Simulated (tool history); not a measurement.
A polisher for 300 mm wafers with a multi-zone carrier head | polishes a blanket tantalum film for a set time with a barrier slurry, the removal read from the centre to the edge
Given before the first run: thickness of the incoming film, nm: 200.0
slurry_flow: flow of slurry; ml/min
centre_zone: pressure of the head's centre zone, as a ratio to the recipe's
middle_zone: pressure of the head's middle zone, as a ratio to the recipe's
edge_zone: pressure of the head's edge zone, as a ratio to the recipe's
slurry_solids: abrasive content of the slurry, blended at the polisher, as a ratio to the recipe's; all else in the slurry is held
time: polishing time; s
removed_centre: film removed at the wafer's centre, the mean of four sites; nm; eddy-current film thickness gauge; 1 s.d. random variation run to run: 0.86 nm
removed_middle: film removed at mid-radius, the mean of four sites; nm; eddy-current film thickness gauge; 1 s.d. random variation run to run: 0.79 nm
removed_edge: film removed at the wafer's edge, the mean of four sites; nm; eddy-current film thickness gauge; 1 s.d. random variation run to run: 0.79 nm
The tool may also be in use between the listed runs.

{"run": 1, "hour": 0.0, "slurry_flow": 300, "centre_zone": 1.0, "middle_zone": 1.0, "edge_zone": 1.0, "slurry_solids": 1.0, "time": 39, "removed_centre": 68.424, "removed_middle": 70.824, "removed_edge": 70.79}
{"run": 2, "hour": 0.8, "slurry_flow": 300, "centre_zone": 1.0, "middle_zone": 1.0, "edge_zone": 1.0, "slurry_solids": 0.9, "time": 39, "removed_centre": 63.379, "removed_middle": 66.641, "removed_edge": 64.909}
{"run": 3, "hour": 6.6, "slurry_flow": 300, "centre_zone": 0.94, "middle_zone": 1.0, "edge_zone": 1.0, "slurry_solids": 0.9, "time": 39, "removed_centre": 62.866, "removed_middle": 68.095, "removed_edge": 65.587}
{"run": 4, "hour": 11.6, "slurry_flow": 300, "centre_zone": 0.96, "middle_zone": 0.97, "edge_zone": 0.99, "slurry_solids": 0.85, "time": 39, "removed_centre": 59.518, "removed_middle": 64.89, "removed_edge": 62.912}
{"run": 5, "hour": 18.4, "slurry_flow": 300, "centre_zone": 1.0, "middle_zone": 0.95, "edge_zone": 0.98, "slurry_solids": 0.85, "time": 39, "removed_centre": 62.394, "removed_middle": 61.566, "removed_edge": 62.917}
{"run": 6, "hour": 19.7, "slurry_flow": 300, "centre_zone": 1.0, "middle_zone": 1.03, "edge_zone": 0.98, "slurry_solids": 0.85, "time": 39, "removed_centre": 63.99, "removed_middle": 66.679, "removed_edge": 65.32}
{"run": 7, "hour": 26.6, "slurry_flow": 300, "centre_zone": 1.01, "middle_zone": 1.0, "edge_zone": 0.97, "slurry_solids": 0.8, "time": 39, "removed_centre": 60.912, "removed_middle": 65.293, "removed_edge": 62.832}
{"run": 8, "hour": 33.4, "slurry_flow": 305, "centre_zone": 1.03, "middle_zone": 0.97, "edge_zone": 0.96, "slurry_solids": 0.8, "time": 39, "removed_centre": 63.387, "removed_middle": 61.65, "removed_edge": 61.416}
{"run": 9, "hour": 35.0, "slurry_flow": 300, "centre_zone": 1.03, "middle_zone": 0.95, "edge_zone": 0.96, "slurry_solids": 0.8, "time": 39, "removed_centre": 63.379, "removed_middle": 60.536, "removed_edge": 61.095}
{"run": 10, "hour": 41.6, "slurry_flow": 300, "centre_zone": 1.03, "middle_zone": 0.93, "edge_zone": 0.96, "slurry_solids": 0.8, "time": 39, "removed_centre": 62.539, "removed_middle": 59.066, "removed_edge": 61.392}
{"run": 11, "hour": 49.8, "slurry_flow": 300, "centre_zone": 1.03, "middle_zone": 0.92, "edge_zone": 0.95, "slurry_solids": 0.8, "time": 39, "removed_centre": 63.852, "removed_middle": 59.097, "removed_edge": 61.816}

For run 12, what comes out?
{"run": 12, "hour": 57.5, "slurry_flow": 300, "centre_zone": 1.02, "middle_zone": 0.89, "edge_zone": 0.93, "slurry_solids": 0.6, "time": 38, "removed_centre": "?", "removed_middle": "?", "removed_edge": "?"}

removed_centre: 50.382 nm
removed_middle: 46.926 nm
removed_edge: 49.708 nm
